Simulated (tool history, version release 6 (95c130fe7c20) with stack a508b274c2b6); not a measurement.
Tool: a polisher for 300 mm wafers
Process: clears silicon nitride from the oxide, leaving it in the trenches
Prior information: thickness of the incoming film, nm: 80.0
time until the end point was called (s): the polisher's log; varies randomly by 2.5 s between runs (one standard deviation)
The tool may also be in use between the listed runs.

| run | hour | flow of slurry (ml/min) | pressure of the wafer on the pad (psi) | speed of the pad under the wafer (m/s) | overpolish time after the end point (s) | time until the end point was called (s) |
|---|---|---|---|---|---|---|
| 1 | 0 | 170 | 1.6 | 0.94 | 5 | 182.56 |
| 2 | 6.3 | 170 | 1.6 | 0.94 | 4 | 178.43 |
| 3 | 15.1 | 170 | 1.5 | 0.94 | 4 | 189.56 |
| 4 | 22.3 | 170 | 1.5 | 1.1 | 4 | 164.83 |
| 5 | 23.3 | 170 | 1.5 | 1.26 | 4 | 144.12 |
| 6 | 24.8 | 170 | 1.5 | 1.26 | 4 | 141.56 |
| 7 | 30 | 170 | 1.3 | 1.26 | 4 | 158.64 |
| 8 | 34.6 | 165 | 1.2 | 1.24 | 4 | 167.58 |
| 9 | 36.5 | 165 | 1.1 | 1.2 | 4 | 182.41 |
| 10 | 43.4 | 165 | 1.1 | 1.2 | 4 | 181.24 |

What does the tool deliver on the next run?
| 11 | 50.4 | 165 | 1 | 1.18 | 4 | ? |

Run 11 measured time until the end point was called (s) 194.01.
